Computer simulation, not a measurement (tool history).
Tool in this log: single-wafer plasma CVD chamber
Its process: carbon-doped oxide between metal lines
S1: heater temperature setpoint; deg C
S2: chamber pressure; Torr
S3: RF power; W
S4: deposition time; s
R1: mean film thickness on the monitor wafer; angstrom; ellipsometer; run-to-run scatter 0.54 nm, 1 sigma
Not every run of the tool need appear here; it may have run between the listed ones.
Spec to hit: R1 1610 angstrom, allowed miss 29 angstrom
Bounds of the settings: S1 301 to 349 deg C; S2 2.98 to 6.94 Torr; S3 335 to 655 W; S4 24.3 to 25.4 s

run,hour,S1,S2,S3,S4,R1
1,0,325,4.96,495,25.4,1413.3
2,8.4,323,5.08,500,25.4,1441.4
3,10.9,321,5.17,500,25.4,1454.5
4,16.8,320,5.26,500,25.4,1463.3
5,19.7,319,5.34,500,25.4,1465.1
6,21.1,328,5.34,500,25.4,1424.6
7,29.6,326,5.45,505,25.4,1444.1
8,36.8,324,5.53,510,25.4,1471.7
# hour 42.7: capacitance manometer re-zeroed and calibrated
9,42.7,323,5.61,510,25.4,1457.8

Pick the move, out of 4, that brings all results within their allowed miss; only one does.
A,48.6,328,5.61,485,25.1,?
B,48.6,319,5.83,570,25.4,?
C,48.6,315,5.86,555,24.3,?
D,48.6,326,5.31,460,24.3,?

move,R1
A,1371.2
B,1589.5
C,1519.2
D,1283.6
A: misses by more than the last run did
B: every result lands within tolerance
C: closes in on the targets versus the last run, not all within tolerance yet
D: misses by more than the last run did
Move B is the one to make.

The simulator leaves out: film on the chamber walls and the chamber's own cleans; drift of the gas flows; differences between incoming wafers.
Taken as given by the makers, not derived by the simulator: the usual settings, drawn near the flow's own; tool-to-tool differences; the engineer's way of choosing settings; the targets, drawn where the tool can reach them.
